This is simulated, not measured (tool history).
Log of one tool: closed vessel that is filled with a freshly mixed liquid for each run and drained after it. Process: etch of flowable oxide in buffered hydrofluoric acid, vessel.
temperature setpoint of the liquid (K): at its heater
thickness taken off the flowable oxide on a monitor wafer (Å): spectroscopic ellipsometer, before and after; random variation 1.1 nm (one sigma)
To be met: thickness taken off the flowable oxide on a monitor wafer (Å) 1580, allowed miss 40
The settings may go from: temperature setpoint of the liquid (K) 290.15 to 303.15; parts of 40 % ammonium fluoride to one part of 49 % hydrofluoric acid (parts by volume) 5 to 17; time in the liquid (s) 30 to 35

run  hour  temperature setpoint of the liquid (K)  parts of 40 % ammonium fluoride to one part of 49 % hydrofluoric acid (parts by volume)  time in the liquid (s)  thickness taken off the flowable oxide on a monitor wafer (Å)
  1     0                                  295.15                                                                                     10.5                      35                                                         908.88
  2   2.4                                  295.15                                                                                     10.5                      35                                                         892.92
  3     8                                  295.15                                                                                     10.5                      35                                                         902.79
  4  16.7                                  297.65                                                                                     10.5                      35                                                         1020.5
  5  18.2                                  297.65                                                                                     10.5                      30                                                         891.19
  6  23.7                                  297.65                                                                                     10.5                      30                                                          891.2
  7  29.7                                  298.15                                                                                       10                      30                                                         949.29
  8  34.7                                  298.65                                                                                      9.5                      30                                                          995.6
  9  42.7                                  299.15                                                                                        9                      30                                                           1064
 10  44.3                                  299.65                                                                                      8.5                      30                                                         1181.5
 11  51.1                                  300.15                                                                                      8.5                      30                                                         1217.4
 12  57.4                                  303.15                                                                                        7                      30                                                         1745.5
 13  63.7                                  302.15                                                                                        7                      30                                                         1654.9

5 next moves are on the table. One of them brings every result within its allowed miss. Which?
  A    70                                  294.15                                                                                        5                      35                                                              ?
  B    70                                  301.15                                                                                      6.5                      30                                                              ?
  C    70                                  297.65                                                                                        6                      30                                                              ?
  D    70                                  302.65                                                                                        8                      30                                                              ?
  E    70                                  302.65                                                                                      7.5                      30                                                              ?

move  thickness taken off the flowable oxide on a monitor wafer (Å)
   A                                                         1681.1
   B                                                         1684.4
   C                                                         1496.3
   D                                                         1480.3
   E                                                         1587.2
A: further off than the last run
B: further off than the last run
C: takes the result that was furthest off past its target
D: takes the result that was furthest off past its target
E: meets every target
Answer: E
